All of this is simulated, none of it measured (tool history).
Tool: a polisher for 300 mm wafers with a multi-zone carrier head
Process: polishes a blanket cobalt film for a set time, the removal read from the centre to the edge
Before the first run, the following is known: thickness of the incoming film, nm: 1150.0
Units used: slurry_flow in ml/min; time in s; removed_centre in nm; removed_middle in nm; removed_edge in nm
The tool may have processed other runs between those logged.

{"run": 1, "hour": 0.0, "slurry_flow": 185, "centre_zone": 1.0, "middle_zone": 1.0, "edge_zone": 1.0, "time": 59, "removed_centre": 419.21, "removed_middle": 423.84, "removed_edge": 422.14}
{"run": 2, "hour": 1.8, "slurry_flow": 185, "centre_zone": 0.99, "middle_zone": 1.01, "edge_zone": 1.02, "time": 61, "removed_centre": 426.75, "removed_middle": 433.65, "removed_edge": 444.92}
{"run": 3, "hour": 5.0, "slurry_flow": 210, "centre_zone": 0.99, "middle_zone": 1.01, "edge_zone": 1.02, "time": 61, "removed_centre": 437.4, "removed_middle": 452.4, "removed_edge": 445.25}
{"run": 4, "hour": 8.6, "slurry_flow": 210, "centre_zone": 0.99, "middle_zone": 1.01, "edge_zone": 1.1, "time": 61, "removed_centre": 437.73, "removed_middle": 444.09, "removed_edge": 460.32}
{"run": 5, "hour": 13.7, "slurry_flow": 210, "centre_zone": 0.99, "middle_zone": 1.05, "edge_zone": 1.1, "time": 61, "removed_centre": 435.37, "removed_middle": 456.56, "removed_edge": 462.05}
{"run": 6, "hour": 18.0, "slurry_flow": 210, "centre_zone": 0.99, "middle_zone": 0.99, "edge_zone": 1.1, "time": 61, "removed_centre": 437.73, "removed_middle": 435.22, "removed_edge": 483.4}
{"run": 7, "hour": 26.8, "slurry_flow": 215, "centre_zone": 0.98, "middle_zone": 1.0, "edge_zone": 1.11, "time": 62, "removed_centre": 445.58, "removed_middle": 441.81, "removed_edge": 468.69}
{"run": 8, "hour": 31.4, "slurry_flow": 200, "centre_zone": 0.98, "middle_zone": 1.02, "edge_zone": 1.12, "time": 64, "removed_centre": 451.08, "removed_middle": 461.64, "removed_edge": 489.35}
{"run": 9, "hour": 39.3, "slurry_flow": 200, "centre_zone": 0.97, "middle_zone": 1.03, "edge_zone": 1.13, "time": 65, "removed_centre": 455.72, "removed_middle": 475.73, "removed_edge": 492.63}
{"run": 10, "hour": 44.1, "slurry_flow": 200, "centre_zone": 0.96, "middle_zone": 1.03, "edge_zone": 1.14, "time": 66, "removed_centre": 462.67, "removed_middle": 477.5, "removed_edge": 515.77}
{"run": 11, "hour": 51.6, "slurry_flow": 200, "centre_zone": 0.95, "middle_zone": 1.04, "edge_zone": 1.14, "time": 67, "removed_centre": 455.7, "removed_middle": 488.92, "removed_edge": 523.25}

Run 12 has not been measured yet. What should we expect?
{"run": 12, "hour": 53.8, "slurry_flow": 205, "centre_zone": 0.95, "middle_zone": 1.05, "edge_zone": 1.14, "time": 68, "removed_centre": "?", "removed_middle": "?", "removed_edge": "?"}

Run 12 gave removed_centre 475.59 nm, removed_middle 508.70 nm, removed_edge 518.25 nm.
